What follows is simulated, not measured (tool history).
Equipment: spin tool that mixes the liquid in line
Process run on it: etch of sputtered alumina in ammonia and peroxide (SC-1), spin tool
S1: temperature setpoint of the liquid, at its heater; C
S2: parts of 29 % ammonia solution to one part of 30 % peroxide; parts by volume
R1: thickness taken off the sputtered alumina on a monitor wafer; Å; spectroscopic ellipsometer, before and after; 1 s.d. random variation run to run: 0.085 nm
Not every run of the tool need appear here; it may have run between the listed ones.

{"run": 1, "hour": 0.0, "S1": 54, "S2": 0.75, "time under the liquid (s)": 290, "R1": 153.99}
{"run": 2, "hour": 7.2, "S1": 55, "S2": 0.75, "time under the liquid (s)": 290, "R1": 161.57}
{"run": 3, "hour": 12.0, "S1": 52.5, "S2": 0.75, "time under the liquid (s)": 290, "R1": 140.4}
{"run": 4, "hour": 19.7, "S1": 54, "S2": 0.75, "time under the liquid (s)": 290, "R1": 153.37}
{"run": 5, "hour": 22.9, "S1": 55, "S2": 0.75, "time under the liquid (s)": 290, "R1": 162.65}
{"run": 6, "hour": 30.4, "S1": 55, "S2": 0.6, "time under the liquid (s)": 290, "R1": 157.13}

What will run 7 give?
{"run": 7, "hour": 39.4, "S1": 56, "S2": 0.6, "time under the liquid (s)": 290, "R1": "?"}

Run 7 yielded R1 168.53 Å.
